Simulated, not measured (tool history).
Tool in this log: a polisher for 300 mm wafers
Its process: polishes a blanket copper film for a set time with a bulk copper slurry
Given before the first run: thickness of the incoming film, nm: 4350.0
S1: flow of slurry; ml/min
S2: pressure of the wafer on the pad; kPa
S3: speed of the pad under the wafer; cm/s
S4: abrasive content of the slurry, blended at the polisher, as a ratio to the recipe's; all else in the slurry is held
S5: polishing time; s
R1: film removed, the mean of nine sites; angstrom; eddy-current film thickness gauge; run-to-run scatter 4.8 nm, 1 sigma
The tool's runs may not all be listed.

Run 1, hour 0: S1 315 ml/min, S2 20.7 kPa, S3 98 cm/s, S4 1, S5 33 s. Result: R1 3600.2 angstrom.
Run 2, hour 1.1: S1 315 ml/min, S2 20.7 kPa, S3 98 cm/s, S4 1.1, S5 33 s. Result: R1 3698.4 angstrom.
Run 3, hour 5.3: S1 280 ml/min, S2 20.7 kPa, S3 98 cm/s, S4 1.1, S5 33 s. Result: R1 3631.9 angstrom.
Run 4, hour 7.7: S1 280 ml/min, S2 21.4 kPa, S3 98 cm/s, S4 1.1, S5 33 s. Result: R1 3780.5 angstrom.
Run 5, hour 12.1: S1 280 ml/min, S2 21.4 kPa, S3 108 cm/s, S4 1.1, S5 33 s. Result: R1 4030.5 angstrom.
Run 6, hour 16.6: S1 285 ml/min, S2 21.4 kPa, S3 108 cm/s, S4 1.1, S5 33 s. Result: R1 4031.9 angstrom.
Run 7, hour 18.6: S1 290 ml/min, S2 22.8 kPa, S3 108 cm/s, S4 1.1, S5 33 s. Result: R1 4266.7 angstrom.

Run 8 comes next. What will it give?
Run 8, hour 27.5: S1 290 ml/min, S2 23.4 kPa, S3 108 cm/s, S4 1.1, S5 33 s. Result: R1 ?.

R1: 4405.8 angstrom

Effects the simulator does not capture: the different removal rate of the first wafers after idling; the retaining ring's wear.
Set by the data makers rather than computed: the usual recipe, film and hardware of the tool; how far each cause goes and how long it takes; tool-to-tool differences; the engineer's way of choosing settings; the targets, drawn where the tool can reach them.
